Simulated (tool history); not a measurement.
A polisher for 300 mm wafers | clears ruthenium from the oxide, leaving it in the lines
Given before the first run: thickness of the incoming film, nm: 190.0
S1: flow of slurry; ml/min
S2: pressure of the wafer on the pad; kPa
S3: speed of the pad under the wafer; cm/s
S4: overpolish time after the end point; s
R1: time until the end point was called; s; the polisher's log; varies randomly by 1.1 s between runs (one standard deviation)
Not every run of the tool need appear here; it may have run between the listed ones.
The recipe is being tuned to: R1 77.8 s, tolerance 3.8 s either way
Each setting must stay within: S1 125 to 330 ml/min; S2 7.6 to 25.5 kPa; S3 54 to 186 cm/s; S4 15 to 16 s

| run | hour | S1 | S2 | S3 | S4 | R1 |
|---|---|---|---|---|---|---|
| 1 | 0 | 210 | 16.5 | 118 | 15 | 129.79 |
| 2 | 1.8 | 210 | 17.2 | 118 | 15 | 126.26 |
| 3 | 9.2 | 210 | 17.9 | 118 | 15 | 122.47 |
| 4 | 15.6 | 210 | 17.9 | 118 | 15 | 123.57 |
| 5 | 19.9 | 210 | 18.6 | 120 | 15 | 115.7 |
| 6 | 24.1 | 210 | 19.3 | 120 | 15 | 110.23 |
| 7 | 27.6 | 210 | 20 | 120 | 15 | 107.42 |
| 8 | 32.1 | 210 | 24.1 | 124 | 15 | 90.734 |
| 9 | 35.6 | 210 | 24.1 | 126 | 15 | 86.509 |
| 10 | 37.9 | 210 | 24.8 | 130 | 15 | 83.44 |

Exercise: of the 5 proposed moves below, exactly one satisfies all targets within the stated allowed misses. Which move is it?
| A | 40.2 | 195 | 25.5 | 134 | 16 | ? |
| B | 40.2 | 215 | 24.1 | 128 | 15 | ? |
| C | 40.2 | 195 | 20.7 | 182 | 16 | ? |
| D | 40.2 | 225 | 24.8 | 150 | 15 | ? |
| E | 40.2 | 230 | 25.5 | 148 | 15 | ? |

| move | R1 |
|---|---|
| A | 79.264 |
| B | 86.073 |
| C | 70.899 |
| D | 71.517 |
| E | 70.512 |
A: in spec on every target
B: the biggest miss grows against the last run
C: pushes the last run's worst result past its target
D: pushes the last run's worst result past its target
E: pushes the last run's worst result past its target
A meets every target.

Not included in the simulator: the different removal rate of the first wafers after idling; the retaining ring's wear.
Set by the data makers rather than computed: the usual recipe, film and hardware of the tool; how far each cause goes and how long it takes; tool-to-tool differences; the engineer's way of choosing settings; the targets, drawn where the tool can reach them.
